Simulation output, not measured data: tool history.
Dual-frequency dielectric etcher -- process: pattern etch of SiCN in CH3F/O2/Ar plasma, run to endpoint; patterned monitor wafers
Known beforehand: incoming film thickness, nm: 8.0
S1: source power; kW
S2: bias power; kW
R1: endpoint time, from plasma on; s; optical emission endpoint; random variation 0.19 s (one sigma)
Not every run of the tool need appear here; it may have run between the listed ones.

run	day	S1	S2	R1
1	0	0.31	0.092	22.408
2	0.329	0.28	0.092	23.033
3	0.521	0.27	0.089	23.882
4	0.875	0.32	0.089	21.763
5	1.046	0.37	0.089	20.675
6	1.117	0.37	0.099	19.677
7	1.142	0.35	0.096	20.766

Predict the results of run 8:
8	1.254	0.33	0.093	?

R1: 21.207 s
